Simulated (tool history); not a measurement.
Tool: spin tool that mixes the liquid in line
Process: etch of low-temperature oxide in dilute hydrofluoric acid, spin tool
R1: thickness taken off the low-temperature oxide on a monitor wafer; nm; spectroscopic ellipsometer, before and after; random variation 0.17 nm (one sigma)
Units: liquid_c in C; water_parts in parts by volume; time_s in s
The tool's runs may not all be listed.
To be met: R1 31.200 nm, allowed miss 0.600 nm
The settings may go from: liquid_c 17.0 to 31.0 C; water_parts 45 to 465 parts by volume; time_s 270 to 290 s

Run 1, hour 0.0: liquid_c 23.0 C, water_parts 255 parts by volume, time_s 270 s. Result: R1 26.642 nm.
Run 2, hour 8.7: liquid_c 23.0 C, water_parts 255 parts by volume, time_s 290 s. Result: R1 28.771 nm.
Run 3, hour 12.9: liquid_c 23.5 C, water_parts 255 parts by volume, time_s 290 s. Result: R1 29.197 nm.
Run 4, hour 16.1: liquid_c 24.0 C, water_parts 255 parts by volume, time_s 290 s. Result: R1 29.962 nm.
Run 5, hour 18.6: liquid_c 24.5 C, water_parts 255 parts by volume, time_s 290 s. Result: R1 29.951 nm.
Run 6, hour 27.6: liquid_c 22.0 C, water_parts 255 parts by volume, time_s 290 s. Result: R1 27.681 nm.
Run 7, hour 35.6: liquid_c 22.5 C, water_parts 255 parts by volume, time_s 290 s. Result: R1 28.093 nm.
Run 8, hour 36.8: liquid_c 23.0 C, water_parts 255 parts by volume, time_s 290 s. Result: R1 28.543 nm.
Run 9, hour 39.7: liquid_c 23.5 C, water_parts 255 parts by volume, time_s 290 s. Result: R1 28.823 nm.
Run 10, hour 47.4: liquid_c 24.0 C, water_parts 255 parts by volume, time_s 290 s. Result: R1 29.584 nm.

4 next moves are on the table. One of them brings every result within its allowed miss. Which?
Run A, hour 55.1: liquid_c 23.0 C, water_parts 225 parts by volume, time_s 270 s. Result: R1 ?.
Run B, hour 55.1: liquid_c 27.5 C, water_parts 270 parts by volume, time_s 280 s. Result: R1 ?.
Run C, hour 55.1: liquid_c 27.0 C, water_parts 270 parts by volume, time_s 280 s. Result: R1 ?.
Run D, hour 55.1: liquid_c 25.5 C, water_parts 265 parts by volume, time_s 290 s. Result: R1 ?.

move      R1
   A  30.973
   B  29.930
   C  29.426
   D  29.643
A: meets every target
B: nearer than the last run, and not there yet
C: further off than the last run
D: as far off as the last run
The right move is A.
